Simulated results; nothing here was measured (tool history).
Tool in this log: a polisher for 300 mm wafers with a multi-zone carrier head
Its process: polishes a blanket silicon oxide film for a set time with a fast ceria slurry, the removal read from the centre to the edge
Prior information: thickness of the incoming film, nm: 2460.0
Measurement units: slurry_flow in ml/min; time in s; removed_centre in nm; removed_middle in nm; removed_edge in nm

run,hour,slurry_flow,centre_zone,middle_zone,edge_zone,time,removed_centre,removed_middle,removed_edge
1,0.0,320,1.00,1.00,1.00,47,878.23,882.32,871.44
2,4.2,320,0.95,1.00,1.00,47,827.43,885.27,864.13
3,10.8,320,0.97,1.01,1.02,48,865.57,916.04,884.14
4,14.6,320,0.98,1.00,1.03,49,898.07,916.47,916.60
5,18.9,320,0.98,0.92,1.03,49,888.35,851.52,934.49
6,22.2,320,0.98,0.92,1.03,57,1046.50,1001.80,1083.60
7,26.0,325,0.99,0.93,1.04,57,1059.50,1017.50,1088.10
8,35.0,330,1.00,0.94,1.05,57,1075.30,1015.40,1080.00
9,41.5,330,1.00,0.94,1.06,57,1069.00,1033.60,1107.20
10,48.0,335,1.01,0.94,1.06,57,1075.60,1031.10,1099.00
11,53.5,340,1.02,0.94,1.07,57,1097.70,1022.90,1085.60
12,60.0,335,1.02,0.94,1.07,57,1095.40,1027.60,1115.80

Expected results for the next run?
13,61.8,335,1.03,0.95,1.07,57,?,?,?

{"run 13": {"removed_centre": 1096.9, "removed_middle": 1037.6, "removed_edge": 1075.9}}
